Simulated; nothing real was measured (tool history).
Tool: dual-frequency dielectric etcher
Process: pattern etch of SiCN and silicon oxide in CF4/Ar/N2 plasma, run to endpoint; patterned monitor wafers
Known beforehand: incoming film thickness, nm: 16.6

{"run": 1, "hour": 0.0, "source power (kW)": 0.58, "bias power (kW)": 0.095, "Ar flow (sccm)": 134, "CF4 flow (sccm)": 50, "endpoint time (s)": 15.642}
{"run": 2, "hour": 7.3, "source power (kW)": 0.52, "bias power (kW)": 0.095, "Ar flow (sccm)": 134, "CF4 flow (sccm)": 50, "endpoint time (s)": 17.013}
{"run": 3, "hour": 11.9, "source power (kW)": 0.52, "bias power (kW)": 0.095, "Ar flow (sccm)": 134, "CF4 flow (sccm)": 46, "endpoint time (s)": 16.968}
{"run": 4, "hour": 16.3, "source power (kW)": 0.49, "bias power (kW)": 0.094, "Ar flow (sccm)": 134, "CF4 flow (sccm)": 46, "endpoint time (s)": 17.962}
{"run": 5, "hour": 22.3, "source power (kW)": 0.59, "bias power (kW)": 0.094, "Ar flow (sccm)": 134, "CF4 flow (sccm)": 46, "endpoint time (s)": 15.701}
{"run": 6, "hour": 27.1, "source power (kW)": 0.59, "bias power (kW)": 0.094, "Ar flow (sccm)": 134, "CF4 flow (sccm)": 50, "endpoint time (s)": 15.522}
{"run": 7, "hour": 29.8, "source power (kW)": 0.59, "bias power (kW)": 0.094, "Ar flow (sccm)": 134, "CF4 flow (sccm)": 50, "endpoint time (s)": 15.598}

The next listed run, before its measurement:
{"run": 8, "hour": 37.3, "source power (kW)": 0.54, "bias power (kW)": 0.093, "Ar flow (sccm)": 134, "CF4 flow (sccm)": 50, "endpoint time (s)": "?"}

For run 8 the tool returned endpoint time (s) 16.444.

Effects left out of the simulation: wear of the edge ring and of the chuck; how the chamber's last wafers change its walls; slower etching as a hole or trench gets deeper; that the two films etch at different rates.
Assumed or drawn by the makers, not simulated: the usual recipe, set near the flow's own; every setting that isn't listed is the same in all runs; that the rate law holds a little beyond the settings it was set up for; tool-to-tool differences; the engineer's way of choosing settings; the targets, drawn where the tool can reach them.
